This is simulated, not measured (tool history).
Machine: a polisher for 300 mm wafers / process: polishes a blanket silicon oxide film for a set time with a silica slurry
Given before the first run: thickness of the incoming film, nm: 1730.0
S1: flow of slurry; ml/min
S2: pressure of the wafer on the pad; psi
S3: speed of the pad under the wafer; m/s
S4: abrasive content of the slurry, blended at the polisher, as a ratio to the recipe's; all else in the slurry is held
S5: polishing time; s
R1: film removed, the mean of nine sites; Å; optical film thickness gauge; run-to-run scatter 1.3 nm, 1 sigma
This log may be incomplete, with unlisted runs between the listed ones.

run	hour	S1	S2	S3	S4	S5	R1
1	0	210	4.2	1.5	1	53	2120.2
2	8.6	210	4.2	1.5	1.1	53	2229.2
3	16.9	210	4.2	1.3	1.1	53	2122.8
4	25.1	180	4.2	1.3	1.1	53	2110.5
5	30.9	180	5.2	1.3	1.1	53	2537
6	35.5	180	4.8	1.24	1.05	53	2210.8
7	39.8	180	4.5	1.18	1.05	53	2045.8
8	47.9	180	4.5	1.18	1.05	53	2093.2
9	53.7	180	4.5	1.18	1.05	53	2005.3
10	55.2	180	4.2	1.12	1.05	53	1883.8
11	62	180	4	1.08	1.05	53	1773.3
12	64.1	180	3.8	1.04	1.05	53	1684.7
13	70.9	180	3.6	1	1.05	53	1559.7

For run 14, what comes out?
14	75.5	180	3.4	0.96	1.05	53	?

R1: 1437.6 Å

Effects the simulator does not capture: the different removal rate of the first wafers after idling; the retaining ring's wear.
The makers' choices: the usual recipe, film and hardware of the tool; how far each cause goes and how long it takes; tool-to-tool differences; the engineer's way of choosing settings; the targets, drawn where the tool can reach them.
